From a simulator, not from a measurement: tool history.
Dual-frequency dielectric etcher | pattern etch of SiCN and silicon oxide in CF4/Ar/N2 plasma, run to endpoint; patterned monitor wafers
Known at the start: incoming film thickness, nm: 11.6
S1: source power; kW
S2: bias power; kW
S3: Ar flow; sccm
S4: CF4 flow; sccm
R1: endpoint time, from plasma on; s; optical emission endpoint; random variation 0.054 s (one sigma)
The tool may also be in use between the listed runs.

{"run": 1, "hour": 0.0, "S1": 0.39, "S2": 0.084, "S3": 123, "S4": 80, "R1": 13.537}
{"run": 2, "hour": 7.1, "S1": 0.34, "S2": 0.084, "S3": 123, "S4": 80, "R1": 15.337}
{"run": 3, "hour": 8.2, "S1": 0.35, "S2": 0.084, "S3": 123, "S4": 80, "R1": 14.89}
{"run": 4, "hour": 14.2, "S1": 0.36, "S2": 0.084, "S3": 123, "S4": 80, "R1": 14.664}
{"run": 5, "hour": 20.6, "S1": 0.37, "S2": 0.084, "S3": 123, "S4": 80, "R1": 14.134}
{"run": 6, "hour": 26.4, "S1": 0.38, "S2": 0.084, "S3": 123, "S4": 80, "R1": 13.977}
{"run": 7, "hour": 33.2, "S1": 0.39, "S2": 0.084, "S3": 123, "S4": 80, "R1": 13.492}
{"run": 8, "hour": 35.1, "S1": 0.4, "S2": 0.084, "S3": 123, "S4": 80, "R1": 13.291}
{"run": 9, "hour": 43.5, "S1": 0.4, "S2": 0.084, "S3": 123, "S4": 80, "R1": 13.45}
{"run": 10, "hour": 46.7, "S1": 0.41, "S2": 0.084, "S3": 123, "S4": 80, "R1": 13.019}
{"run": 11, "hour": 54.1, "S1": 0.42, "S2": 0.084, "S3": 123, "S4": 80, "R1": 12.783}
{"run": 12, "hour": 59.2, "S1": 0.43, "S2": 0.084, "S3": 123, "S4": 80, "R1": 12.532}
{"run": 13, "hour": 61.9, "S1": 0.44, "S2": 0.084, "S3": 123, "S4": 80, "R1": 12.342}

The next listed run, before its measurement:
{"run": 14, "hour": 69.3, "S1": 0.46, "S2": 0.085, "S3": 123, "S4": 80, "R1": "?"}

R1: 11.661 s
